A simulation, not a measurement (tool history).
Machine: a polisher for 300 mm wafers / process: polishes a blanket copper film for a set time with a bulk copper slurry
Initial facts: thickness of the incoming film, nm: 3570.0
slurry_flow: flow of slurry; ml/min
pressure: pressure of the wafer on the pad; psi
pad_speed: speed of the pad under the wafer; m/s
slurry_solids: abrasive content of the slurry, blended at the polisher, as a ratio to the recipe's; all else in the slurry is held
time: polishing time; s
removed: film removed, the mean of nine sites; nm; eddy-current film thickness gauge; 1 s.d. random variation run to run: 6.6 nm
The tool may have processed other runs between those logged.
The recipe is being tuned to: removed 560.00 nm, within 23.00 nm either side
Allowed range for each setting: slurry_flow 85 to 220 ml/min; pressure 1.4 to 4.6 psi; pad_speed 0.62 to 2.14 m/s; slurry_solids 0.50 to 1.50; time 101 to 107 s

run    day  slurry_flow  pressure  pad_speed  slurry_solids  time  removed
  1  0.000          140       3.0       1.38           1.00   101  1101.80
  2  0.308          135       2.5       1.32           1.00   101   912.38
  3  0.567          135       2.2       1.26           1.00   101   774.86
  4  0.642          165       2.2       1.26           1.00   101   809.08
  5  0.750          185       2.2       1.26           1.00   101   797.61
  6  1.100          185       2.0       1.22           1.00   101   704.21
  7  1.212          185       1.8       1.22           1.00   101   634.24
  8  1.417          185       1.7       1.22           1.00   101   626.25
  9  1.775          185       1.6       1.22           1.00   101   586.59

Next run, 4 choices. One meets every target within its allowed miss, the rest don't. Which?
  A  2.133          190       1.4       1.20           0.70   107        ?
  B  2.133          180       1.4       1.24           0.95   101        ?
  C  2.133          190       1.4       1.06           1.05   107        ?
  D  2.133          195       2.1       0.82           1.00   101        ?

move  removed
   A   495.64
   B   513.65
   C   495.97
   D   560.80
A: takes the result that was furthest off past its target
B: takes the result that was furthest off past its target
C: takes the result that was furthest off past its target
D: each result inside its tolerance
Move D is the one to make.

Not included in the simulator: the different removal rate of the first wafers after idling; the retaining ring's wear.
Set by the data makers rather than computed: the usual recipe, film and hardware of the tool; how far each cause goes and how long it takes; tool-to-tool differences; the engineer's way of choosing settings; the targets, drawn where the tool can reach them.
